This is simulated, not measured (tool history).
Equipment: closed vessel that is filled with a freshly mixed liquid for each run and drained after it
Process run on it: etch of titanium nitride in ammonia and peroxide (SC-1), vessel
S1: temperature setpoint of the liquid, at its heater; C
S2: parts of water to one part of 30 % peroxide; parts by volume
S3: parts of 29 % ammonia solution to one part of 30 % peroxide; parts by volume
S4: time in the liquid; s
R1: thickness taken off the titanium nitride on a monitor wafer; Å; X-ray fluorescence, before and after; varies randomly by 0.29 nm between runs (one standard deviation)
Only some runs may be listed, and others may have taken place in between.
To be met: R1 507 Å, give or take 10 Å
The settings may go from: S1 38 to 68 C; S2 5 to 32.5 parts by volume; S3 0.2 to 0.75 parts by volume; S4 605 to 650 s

run	hour	S1	S2	S3	S4	R1
1	0	52	18	0.45	605	393.55
2	2	52	18	0.35	605	373.38
3	4.7	57	18	0.35	605	526.99
4	8.5	57	18	0.35	650	573.4
5	14.9	64	18	0.35	650	897.54
# hour 20.7: new drum of ammonia solution connected
6	20.7	64	18	0.5	650	978.6
7	29.6	56	18	0.5	650	573.88
8	31.1	55	18	0.5	650	535.33
9	33	54.5	18	0.5	650	518.31

Consider the 4 candidate settings below. Which is the only one whose results all fall within their allowed miss of target?
A	34.9	53.5	15	0.45	650	?
B	34.9	54	16.5	0.4	625	?
C	34.9	54	17	0.55	650	?
D	34.9	55	17.5	0.5	605	?

move	R1
A	530.48
B	489.98
C	531.59
D	512.07
A: further off than the last run
B: carries the result that was furthest off beyond its target, to the other side
C: further off than the last run
D: hits every target within its allowed miss
Answer: D
